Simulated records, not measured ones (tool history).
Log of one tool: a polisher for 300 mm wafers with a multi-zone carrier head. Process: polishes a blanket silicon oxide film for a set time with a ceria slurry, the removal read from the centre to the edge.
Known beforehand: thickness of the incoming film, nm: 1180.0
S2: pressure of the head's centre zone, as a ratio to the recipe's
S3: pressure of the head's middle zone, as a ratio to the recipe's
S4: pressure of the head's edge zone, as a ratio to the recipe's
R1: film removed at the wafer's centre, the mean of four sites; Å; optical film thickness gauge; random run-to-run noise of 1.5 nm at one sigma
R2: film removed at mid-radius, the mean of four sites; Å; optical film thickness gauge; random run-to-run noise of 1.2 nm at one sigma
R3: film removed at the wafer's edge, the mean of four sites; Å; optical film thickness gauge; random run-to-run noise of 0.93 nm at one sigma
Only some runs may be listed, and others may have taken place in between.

run 1 hour=0 | flow_of_slurry_(ml/min)=270 S2=1 S3=1 S4=1 polishing_time_(s)=35 | R1=1704.6 R2=1769.5 R3=1735
run 2 hour=6.8 | flow_of_slurry_(ml/min)=270 S2=1.05 S3=1 S4=1 polishing_time_(s)=35 | R1=1760.5 R2=1741.5 R3=1739.6
run 3 hour=14.1 | flow_of_slurry_(ml/min)=270 S2=1.05 S3=1.08 S4=1 polishing_time_(s)=35 | R1=1777 R2=1818.2 R3=1726.3
run 4 hour=19.9 | flow_of_slurry_(ml/min)=270 S2=1.05 S3=1.08 S4=1.08 polishing_time_(s)=35 | R1=1766.4 R2=1828.6 R3=1832.9
run 5 hour=26.2 | flow_of_slurry_(ml/min)=265 S2=1.06 S3=1.05 S4=1.07 polishing_time_(s)=34 | R1=1728.4 R2=1737.4 R3=1744.9
run 6 hour=32.6 | flow_of_slurry_(ml/min)=265 S2=1 S3=1.05 S4=1.07 polishing_time_(s)=34 | R1=1647.2 R2=1772.3 R3=1747.2
run 7 hour=35.1 | flow_of_slurry_(ml/min)=260 S2=1.01 S3=1.03 S4=1.07 polishing_time_(s)=33 | R1=1601.3 R2=1667 R3=1682.4
run 8 hour=43.3 | flow_of_slurry_(ml/min)=255 S2=1.02 S3=1.01 S4=1.07 polishing_time_(s)=33 | R1=1637.7 R2=1639.8 R3=1689.8

What will run 9 give?
run 9 hour=47.4 | flow_of_slurry_(ml/min)=250 S2=1.02 S3=0.99 S4=1.07 polishing_time_(s)=33 | R1=? R2=? R3=?

{"run 9": {"R1": 1625.1, "R2": 1633.5, "R3": 1678.2}}

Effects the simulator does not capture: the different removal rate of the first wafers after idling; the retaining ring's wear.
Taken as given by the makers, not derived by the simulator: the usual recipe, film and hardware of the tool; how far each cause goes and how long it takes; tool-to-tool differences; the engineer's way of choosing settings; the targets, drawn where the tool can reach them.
